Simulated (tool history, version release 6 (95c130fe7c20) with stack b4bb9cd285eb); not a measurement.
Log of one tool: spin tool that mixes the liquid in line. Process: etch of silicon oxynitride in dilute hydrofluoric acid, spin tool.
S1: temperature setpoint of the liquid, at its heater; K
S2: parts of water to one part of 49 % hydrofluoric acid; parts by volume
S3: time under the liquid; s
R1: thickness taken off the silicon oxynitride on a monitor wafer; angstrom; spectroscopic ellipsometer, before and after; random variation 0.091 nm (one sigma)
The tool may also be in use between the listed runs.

Run 1, hour 0.0: S1 297.15 K, S2 95 parts by volume, S3 325 s. Result: R1 164.21 angstrom.
Run 2, hour 6.0: S1 297.15 K, S2 95 parts by volume, S3 325 s. Result: R1 164.42 angstrom.
Run 3, hour 8.6: S1 297.15 K, S2 115 parts by volume, S3 325 s. Result: R1 133.92 angstrom.
Run 4, hour 15.5: S1 298.65 K, S2 115 parts by volume, S3 325 s. Result: R1 143.11 angstrom.
Run 5, hour 18.2: S1 300.65 K, S2 110 parts by volume, S3 325 s. Result: R1 163.50 angstrom.
Run 6, hour 26.3: S1 300.65 K, S2 140 parts by volume, S3 325 s. Result: R1 125.97 angstrom.
Run 7, hour 28.9: S1 302.15 K, S2 125 parts by volume, S3 325 s. Result: R1 153.16 angstrom.

The next listed run, before its measurement:
Run 8, hour 32.6: S1 303.15 K, S2 115 parts by volume, S3 325 s. Result: R1 ?.

R1: 176.00 angstrom

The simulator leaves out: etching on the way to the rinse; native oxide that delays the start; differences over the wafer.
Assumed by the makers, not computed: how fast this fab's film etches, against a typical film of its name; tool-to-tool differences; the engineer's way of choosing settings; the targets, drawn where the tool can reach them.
